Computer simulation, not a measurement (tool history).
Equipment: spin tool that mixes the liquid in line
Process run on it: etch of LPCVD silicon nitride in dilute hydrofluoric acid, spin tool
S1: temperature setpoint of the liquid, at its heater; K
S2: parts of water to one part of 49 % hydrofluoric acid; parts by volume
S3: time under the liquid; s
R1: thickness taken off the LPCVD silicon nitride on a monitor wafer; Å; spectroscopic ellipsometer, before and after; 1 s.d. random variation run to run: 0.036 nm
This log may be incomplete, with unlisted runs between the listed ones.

run	hour	S1	S2	S3	R1
1	0.0	295.15	45	295	29.127
2	5.3	295.15	45	315	31.697
3	12.0	293.65	50	315	26.135
4	16.5	293.65	50	315	24.883
5	17.8	293.65	50	295	24.034
6	22.3	293.65	50	315	26.723
7	30.7	292.65	55	315	21.377

What does the tool deliver on the next run?
8	37.2	292.15	55	315	?

{"run 8": {"R1": 21.558}}
